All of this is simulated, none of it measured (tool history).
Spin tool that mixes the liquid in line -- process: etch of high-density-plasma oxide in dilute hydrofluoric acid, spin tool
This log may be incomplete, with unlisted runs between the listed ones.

run	hour	temperature setpoint of the liquid (°C)	parts of water to one part of 49 % hydrofluoric acid (parts by volume)	time under the liquid (s)	thickness taken off the high-density-plasma oxide on a monitor wafer (nm)
1	0	20	65	90	9.6693
2	4.9	20	45	90	14.224
3	6.8	19.5	50	90	12.424
4	8.3	19.5	50	90	12.302
5	10	19	55	90	11.122
6	15.7	19	55	95	11.569
7	19.6	19	60	95	10.61

Run 8 is up next; what results do you expect?
8	27.8	17	85	95	?

{"run 8": {"thickness taken off the high-density-plasma oxide on a monitor wafer (nm)": 6.8099}}
